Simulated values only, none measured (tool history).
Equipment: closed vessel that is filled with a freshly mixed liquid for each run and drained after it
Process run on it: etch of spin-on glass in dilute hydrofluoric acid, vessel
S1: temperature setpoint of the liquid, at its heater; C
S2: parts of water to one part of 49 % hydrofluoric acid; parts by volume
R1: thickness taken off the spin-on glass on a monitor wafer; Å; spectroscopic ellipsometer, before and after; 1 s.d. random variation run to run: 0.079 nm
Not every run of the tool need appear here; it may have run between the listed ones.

{"run": 1, "hour": 0.0, "S1": 23, "S2": 255, "time in the liquid (s)": 135, "R1": 129.48}
{"run": 2, "hour": 1.7, "S1": 21, "S2": 255, "time in the liquid (s)": 135, "R1": 120.69}
{"run": 3, "hour": 8.4, "S1": 24, "S2": 235, "time in the liquid (s)": 135, "R1": 149.28}
{"run": 4, "hour": 13.1, "S1": 26, "S2": 225, "time in the liquid (s)": 135, "R1": 168.85}
{"run": 5, "hour": 14.7, "S1": 27.5, "S2": 215, "time in the liquid (s)": 135, "R1": 188.67}
{"run": 6, "hour": 23.3, "S1": 28.5, "S2": 210, "time in the liquid (s)": 135, "R1": 201.99}
{"run": 7, "hour": 31.1, "S1": 29.5, "S2": 210, "time in the liquid (s)": 135, "R1": 207.16}

Forecast run 8:
{"run": 8, "hour": 39.1, "S1": 29.5, "S2": 210, "time in the liquid (s)": 135, "R1": "?"}

R1: 207.62 Å
